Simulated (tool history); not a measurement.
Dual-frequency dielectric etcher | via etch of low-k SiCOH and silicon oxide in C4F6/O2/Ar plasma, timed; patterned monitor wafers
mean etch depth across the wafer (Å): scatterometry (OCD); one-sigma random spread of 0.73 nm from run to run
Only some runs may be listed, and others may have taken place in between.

run  hour  source power (kW)  bias power (kW)  etch time (s)  mean etch depth across the wafer (Å)
  1     0               0.48            0.149            115                                3366.4
  2   2.3               0.48            0.149            115                                3378.6
  3   6.3               0.48            0.161            115                                3502.4
  4  13.9               0.43            0.159            115                                3364.6
  5  19.2               0.43             0.18            115                                3580.5
  6  21.1               0.37             0.18            115                                3451.8
  7  27.2               0.35            0.171            115                                  3339

Estimate the outcome of run 8 from the log above:
  8    28               0.33            0.163            115                                     ?

{"run 8": {"mean etch depth across the wafer (Å)": 3218.7}}
